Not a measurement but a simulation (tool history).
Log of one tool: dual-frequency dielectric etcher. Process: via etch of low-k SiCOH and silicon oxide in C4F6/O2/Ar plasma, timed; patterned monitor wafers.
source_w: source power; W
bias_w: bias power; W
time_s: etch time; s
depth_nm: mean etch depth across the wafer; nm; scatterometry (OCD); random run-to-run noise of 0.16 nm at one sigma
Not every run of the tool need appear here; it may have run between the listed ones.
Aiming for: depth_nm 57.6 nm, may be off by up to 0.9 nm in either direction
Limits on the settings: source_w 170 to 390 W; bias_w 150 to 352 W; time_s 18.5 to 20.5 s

run	hour	source_w	bias_w	time_s	depth_nm
1	0	280	251	20.5	53.588
2	5.6	230	251	20.5	48.317
3	8.8	240	252	20.5	49.557
4	16	240	252	20.5	49.63
5	21.9	240	279	20.5	50.846
6	28	250	280	20.5	51.79
7	34.3	260	281	20.5	53.03
8	38.9	270	282	20.5	53.564
9	41.3	280	283	20.5	54.904
10	46.8	290	285	20.5	55.942

Next run, 5 choices. One meets every target within its allowed miss, the rest don't. Which?
A	52.3	310	328	20.5	?
B	52.3	370	313	18.5	?
C	52.3	350	328	19.5	?
D	52.3	290	290	20.5	?
E	52.3	270	332	19.5	?

move	depth_nm
A	59.818
B	57.986
C	60.219
D	56.342
E	53.388
A: pushes the last run's worst result past its target
B: hits every target within its allowed miss
C: pushes the last run's worst result past its target
D: gains on the last run, yet a result remains outside its allowed miss
E: moves away from the targets compared with the last run
The right move is B.
